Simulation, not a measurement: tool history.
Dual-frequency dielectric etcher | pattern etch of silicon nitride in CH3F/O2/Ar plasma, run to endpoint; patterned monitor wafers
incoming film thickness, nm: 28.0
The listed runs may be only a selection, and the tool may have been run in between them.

run,hour,source power (W),bias power (W),endpoint time (s)
1,0,300,62,44.091
2,7.8,280,61,46.295
3,8.9,270,61,47.031
4,12.5,260,61,47.605
5,19,260,66,46.133
6,27.1,300,66,42.806
7,33,280,65,44.909

What will run 8 give?
8,37.4,270,64,?

{"run 8": {"endpoint time (s)": 46.317}}

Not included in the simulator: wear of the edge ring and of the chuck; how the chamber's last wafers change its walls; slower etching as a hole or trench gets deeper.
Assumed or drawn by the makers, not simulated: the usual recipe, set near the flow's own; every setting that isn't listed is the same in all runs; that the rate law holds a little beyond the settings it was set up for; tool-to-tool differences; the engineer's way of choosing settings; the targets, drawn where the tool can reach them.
